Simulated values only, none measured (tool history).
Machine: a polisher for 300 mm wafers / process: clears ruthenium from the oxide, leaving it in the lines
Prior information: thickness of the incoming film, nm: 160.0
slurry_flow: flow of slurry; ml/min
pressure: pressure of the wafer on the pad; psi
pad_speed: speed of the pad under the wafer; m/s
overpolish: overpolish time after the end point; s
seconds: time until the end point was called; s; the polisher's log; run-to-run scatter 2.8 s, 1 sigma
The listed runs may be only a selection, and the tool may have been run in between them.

run  hour  slurry_flow  pressure  pad_speed  overpolish  seconds
  1     0          185       2.3        1.3           8   110.89
  2     4          185       2.3       1.06           8   122.48
  3  12.6          150       2.3       1.06           8   131.83
  4  16.2          150       2.2       1.06           8   139.97
  5    24          150       2.2       1.06           8   139.05
  6  32.2          150       2.5       1.06           8   124.88
  7    34          145       2.4       1.04           8   127.08

Predict the results of run 8:
  8  42.4          145       2.3       1.02           8        ?

{"run 8": {"seconds": 133.71}}

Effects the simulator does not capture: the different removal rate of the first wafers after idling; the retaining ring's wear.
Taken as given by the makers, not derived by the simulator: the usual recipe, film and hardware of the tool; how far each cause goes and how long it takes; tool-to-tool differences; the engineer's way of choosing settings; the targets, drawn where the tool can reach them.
